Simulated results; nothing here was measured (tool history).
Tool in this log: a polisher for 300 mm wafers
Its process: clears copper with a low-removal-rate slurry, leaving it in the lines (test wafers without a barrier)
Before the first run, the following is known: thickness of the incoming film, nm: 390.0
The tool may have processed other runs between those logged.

run	day	flow of slurry (ml/min)	pressure of the wafer on the pad (psi)	speed of the pad under the wafer (m/s)	abrasive content of the slurry	overpolish time after the end point (s)	time until the end point was called (s)	dishing of a wide line in a test structure (Å)
1	0.000	315	4.0	0.90	1.00	18	121.41	347.12
2	0.200	315	4.3	0.94	1.00	18	107.48	388.81
3	0.346	365	4.3	0.94	1.00	18	105.69	392.58
4	0.696	320	4.3	0.94	1.00	18	107.05	389.64
5	0.896	320	4.3	0.80	1.00	18	125.87	336.40
6	1.142	320	4.6	0.84	1.00	18	110.46	375.15

Run 7, settings as shown, results not yet in. Your forecast:
7	1.342	325	5.7	1.10	1.05	17	?	?

Run 7 came out at time until the end point was called (s) 70.52, dishing of a wide line in a test structure (Å) 515.79.
